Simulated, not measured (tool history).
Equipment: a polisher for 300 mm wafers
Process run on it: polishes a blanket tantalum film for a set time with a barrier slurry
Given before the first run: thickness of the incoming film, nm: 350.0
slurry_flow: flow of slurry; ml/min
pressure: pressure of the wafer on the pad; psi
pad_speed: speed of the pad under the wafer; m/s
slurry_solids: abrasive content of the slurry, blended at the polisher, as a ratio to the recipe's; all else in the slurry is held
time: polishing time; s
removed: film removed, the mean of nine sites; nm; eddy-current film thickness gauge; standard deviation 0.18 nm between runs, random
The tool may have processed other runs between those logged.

run,hour,slurry_flow,pressure,pad_speed,slurry_solids,time,removed
1,0,305,2.2,1.14,1,27,48.287
2,4.9,305,2,1.14,1,27,44.183
3,13.3,240,2,1.14,1,27,43.854
4,14.5,240,1.8,1.14,1,27,39.623
5,22.4,310,1.8,1.14,1,27,40.287
6,24.6,375,1.8,1.14,1,27,41.006

Predict the results of run 7:
7,28.9,360,1.2,1.08,1,27,?

Run 7 came out at removed 26.16 nm.
